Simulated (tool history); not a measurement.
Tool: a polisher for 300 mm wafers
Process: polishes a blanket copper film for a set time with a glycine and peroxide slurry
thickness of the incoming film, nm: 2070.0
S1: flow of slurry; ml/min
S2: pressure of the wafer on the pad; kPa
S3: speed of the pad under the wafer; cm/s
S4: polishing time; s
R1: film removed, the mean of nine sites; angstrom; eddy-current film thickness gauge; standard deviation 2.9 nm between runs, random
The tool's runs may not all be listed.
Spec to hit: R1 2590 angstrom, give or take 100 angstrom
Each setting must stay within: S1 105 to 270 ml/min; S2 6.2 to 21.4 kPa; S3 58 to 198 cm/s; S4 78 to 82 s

run  hour   S1    S2   S3  S4      R1
  1     0  175  13.8  128  78  3588.2
  2   2.8  175  13.8  128  82  3689.2
  3   6.2  215  13.8  128  82    3851
  4    11  215  13.1  128  82  3693.9
  5  16.7  215  12.4  128  82    3524
  6  19.6  215  11.7  128  82  3372.6
  7  21.3  215    11  128  82  3272.4
  8  25.7  215  10.3  128  82  3117.9
  9  31.5  205   6.9  126  82  2374.4

Next run, 5 choices. One meets every target within its allowed miss, the rest don't. Which?
  A  37.3  195  6.2  124  82   ?
  B  37.3  210  8.3  142  82   ?
  C  37.3  195  7.6  116  78   ?
  D  37.3  205  6.2  132  78   ?
  E  37.3  220  8.3  120  82   ?

move      R1
   A  2240.4
   B    2967
   C  2284.6
   D  2240.1
   E  2637.1
A: its largest miss is bigger than the last run's
B: carries the result that was furthest off beyond its target, to the other side
C: its largest miss is bigger than the last run's
D: its largest miss is bigger than the last run's
E: every result within its allowed miss
E is the move that brings every result within its allowed miss.
